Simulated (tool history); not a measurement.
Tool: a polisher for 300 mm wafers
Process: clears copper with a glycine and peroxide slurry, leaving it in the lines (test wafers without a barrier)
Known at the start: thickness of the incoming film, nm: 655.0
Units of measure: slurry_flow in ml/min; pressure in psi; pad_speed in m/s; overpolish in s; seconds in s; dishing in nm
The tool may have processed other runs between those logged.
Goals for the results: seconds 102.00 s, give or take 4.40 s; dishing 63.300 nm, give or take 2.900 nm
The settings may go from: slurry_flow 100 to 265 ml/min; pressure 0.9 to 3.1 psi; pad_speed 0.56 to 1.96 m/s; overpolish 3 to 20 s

{"run": 1, "day": 0.0, "slurry_flow": 170, "pressure": 2.0, "pad_speed": 1.26, "overpolish": 10, "seconds": 168.83, "dishing": 27.128}
{"run": 2, "day": 0.108, "slurry_flow": 170, "pressure": 2.1, "pad_speed": 1.3, "overpolish": 11, "seconds": 162.2, "dishing": 30.919}
{"run": 3, "day": 0.154, "slurry_flow": 170, "pressure": 2.1, "pad_speed": 1.3, "overpolish": 14, "seconds": 161.02, "dishing": 38.051}
{"run": 4, "day": 0.5, "slurry_flow": 170, "pressure": 2.3, "pad_speed": 1.3, "overpolish": 14, "seconds": 148.34, "dishing": 40.469}
{"run": 5, "day": 0.862, "slurry_flow": 200, "pressure": 2.3, "pad_speed": 1.3, "overpolish": 14, "seconds": 144.25, "dishing": 40.929}
{"run": 6, "day": 1.208, "slurry_flow": 230, "pressure": 2.3, "pad_speed": 1.3, "overpolish": 14, "seconds": 139.55, "dishing": 41.635}
{"run": 7, "day": 1.45, "slurry_flow": 230, "pressure": 2.4, "pad_speed": 1.32, "overpolish": 14, "seconds": 130.04, "dishing": 43.132}
{"run": 8, "day": 1.712, "slurry_flow": 230, "pressure": 2.4, "pad_speed": 1.32, "overpolish": 14, "seconds": 131.41, "dishing": 44.247}
{"run": 9, "day": 2.067, "slurry_flow": 230, "pressure": 2.4, "pad_speed": 1.32, "overpolish": 14, "seconds": 133.09, "dishing": 43.123}
{"run": 10, "day": 2.333, "slurry_flow": 230, "pressure": 2.5, "pad_speed": 1.34, "overpolish": 14, "seconds": 128.08, "dishing": 44.992}
{"run": 11, "day": 2.542, "slurry_flow": 225, "pressure": 3.1, "pad_speed": 1.42, "overpolish": 16, "seconds": 102.62, "dishing": 59.896}

Consider the 5 candidate settings below. Which is the only one whose results all fall within their allowed miss of target?
{"run": "A", "day": 2.75, "slurry_flow": 230, "pressure": 2.8, "pad_speed": 1.48, "overpolish": 14, "seconds": "?", "dishing": "?"}
{"run": "B", "day": 2.75, "slurry_flow": 240, "pressure": 2.9, "pad_speed": 1.5, "overpolish": 15, "seconds": "?", "dishing": "?"}
{"run": "C", "day": 2.75, "slurry_flow": 240, "pressure": 3.0, "pad_speed": 1.44, "overpolish": 15, "seconds": "?", "dishing": "?"}
{"run": "D", "day": 2.75, "slurry_flow": 200, "pressure": 2.8, "pad_speed": 1.52, "overpolish": 16, "seconds": "?", "dishing": "?"}
{"run": "E", "day": 2.75, "slurry_flow": 195, "pressure": 3.1, "pad_speed": 1.46, "overpolish": 17, "seconds": "?", "dishing": "?"}

move=A seconds=109.22 dishing=50.835
move=B seconds=104.17 dishing=55.430
move=C seconds=104.41 dishing=55.535
move=D seconds=109.35 dishing=55.887
move=E seconds=103.68 dishing=61.044
A: further off than the last run
B: further off than the last run
C: further off than the last run
D: further off than the last run
E: every result within its allowed miss
E meets every target.
